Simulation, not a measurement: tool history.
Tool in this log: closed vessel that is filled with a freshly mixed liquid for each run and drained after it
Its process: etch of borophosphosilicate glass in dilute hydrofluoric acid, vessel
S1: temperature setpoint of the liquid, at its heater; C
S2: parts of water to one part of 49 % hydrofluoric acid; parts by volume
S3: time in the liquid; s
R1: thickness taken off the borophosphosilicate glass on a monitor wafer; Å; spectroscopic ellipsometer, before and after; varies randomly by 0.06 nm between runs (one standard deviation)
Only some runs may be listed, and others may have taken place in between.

run  hour    S1   S2  S3       R1
  1   0.0  21.0  225  55  110.920
  2   6.4  20.5  240  55   99.992
  3  14.3  20.0  255  55   91.198
  4  22.9  19.5  265  55   84.242
  5  31.1  22.5  265  55   94.991
  6  33.3  21.5  275  55   86.624
  7  39.7  20.5  280  55   80.860
  8  47.7  20.0  285  55   77.984

Estimate the outcome of run 9 from the log above:
  9  48.7  19.5  290  55   ?

Run 9 produced R1 76.098 Å.
